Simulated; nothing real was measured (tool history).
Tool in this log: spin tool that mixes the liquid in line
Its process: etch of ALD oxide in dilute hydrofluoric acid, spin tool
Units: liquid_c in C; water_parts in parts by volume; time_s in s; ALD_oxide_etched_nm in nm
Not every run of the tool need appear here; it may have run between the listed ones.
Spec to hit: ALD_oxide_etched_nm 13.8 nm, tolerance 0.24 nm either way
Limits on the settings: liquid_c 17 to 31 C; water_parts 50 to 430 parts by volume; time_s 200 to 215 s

Run 1, hour 0: liquid_c 23 C, water_parts 240 parts by volume, time_s 200 s. Result: ALD_oxide_etched_nm 6.3243 nm.
Run 2, hour 3.9: liquid_c 26 C, water_parts 240 parts by volume, time_s 200 s. Result: ALD_oxide_etched_nm 7.0686 nm.
Run 3, hour 12.6: liquid_c 27 C, water_parts 220 parts by volume, time_s 200 s. Result: ALD_oxide_etched_nm 8.1175 nm.
Run 4, hour 15.8: liquid_c 28 C, water_parts 205 parts by volume, time_s 200 s. Result: ALD_oxide_etched_nm 9.2419 nm.
Run 5, hour 18.7: liquid_c 28.5 C, water_parts 195 parts by volume, time_s 200 s. Result: ALD_oxide_etched_nm 9.9798 nm.
Run 6, hour 21.5: liquid_c 29 C, water_parts 185 parts by volume, time_s 200 s. Result: ALD_oxide_etched_nm 10.83 nm.
Run 7, hour 26.4: liquid_c 29.5 C, water_parts 180 parts by volume, time_s 200 s. Result: ALD_oxide_etched_nm 11.39 nm.
Run 8, hour 34.5: liquid_c 31 C, water_parts 150 parts by volume, time_s 200 s. Result: ALD_oxide_etched_nm 14.939 nm.
Run 9, hour 41.7: liquid_c 30.5 C, water_parts 150 parts by volume, time_s 200 s. Result: ALD_oxide_etched_nm 14.71 nm.
Run 10, hour 45.7: liquid_c 30 C, water_parts 150 parts by volume, time_s 200 s. Result: ALD_oxide_etched_nm 14.546 nm.
Run 11, hour 52.7: liquid_c 28 C, water_parts 150 parts by volume, time_s 200 s. Result: ALD_oxide_etched_nm 13.463 nm.

Exercise: of the 4 proposed moves below, exactly one satisfies all targets within the stated allowed misses. Which move is it?
Run A, hour 59.7: liquid_c 27.5 C, water_parts 160 parts by volume, time_s 215 s. Result: ALD_oxide_etched_nm ?.
Run B, hour 59.7: liquid_c 29 C, water_parts 155 parts by volume, time_s 200 s. Result: ALD_oxide_etched_nm ?.
Run C, hour 59.7: liquid_c 29 C, water_parts 165 parts by volume, time_s 200 s. Result: ALD_oxide_etched_nm ?.
Run D, hour 59.7: liquid_c 29 C, water_parts 160 parts by volume, time_s 215 s. Result: ALD_oxide_etched_nm ?.

move  ALD_oxide_etched_nm
   A               13.043
   B                13.31
   C               12.346
   D               13.773
A: the biggest miss grows against the last run
B: the biggest miss grows against the last run
C: the biggest miss grows against the last run
D: hits every target within its allowed miss
Go with D: it meets all targets.
